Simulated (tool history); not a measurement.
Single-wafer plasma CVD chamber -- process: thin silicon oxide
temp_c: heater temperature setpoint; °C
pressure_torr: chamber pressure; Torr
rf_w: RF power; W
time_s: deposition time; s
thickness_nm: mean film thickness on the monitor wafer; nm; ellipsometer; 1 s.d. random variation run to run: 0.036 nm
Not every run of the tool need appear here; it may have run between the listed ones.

| run | hour | temp_c | pressure_torr | rf_w | time_s | thickness_nm |
|---|---|---|---|---|---|---|
| 1 | 0 | 420 | 0.805 | 275 | 4.86 | 8.6929 |
| 2 | 6.6 | 420 | 0.93 | 275 | 4.86 | 9.7935 |
| 3 | 12.7 | 420 | 0.787 | 275 | 4.86 | 8.5975 |
| 4 | 21.2 | 420 | 0.787 | 295 | 4.86 | 8.772 |
| 5 | 22.9 | 420 | 0.744 | 295 | 4.85 | 8.2941 |
| 6 | 27.4 | 420 | 0.714 | 295 | 4.85 | 7.9888 |
| 7 | 29.9 | 420 | 0.693 | 295 | 4.85 | 7.8396 |
| 8 | 34.3 | 420 | 0.675 | 295 | 4.85 | 7.5746 |
| 9 | 40.3 | 420 | 0.664 | 295 | 4.85 | 7.5069 |
| 10 | 47.9 | 420 | 0.654 | 295 | 4.85 | 7.4268 |

Run 11 comes next. What will it give?
| 11 | 49.9 | 420 | 0.646 | 295 | 4.85 | ? |

thickness_nm: 7.2673 nm
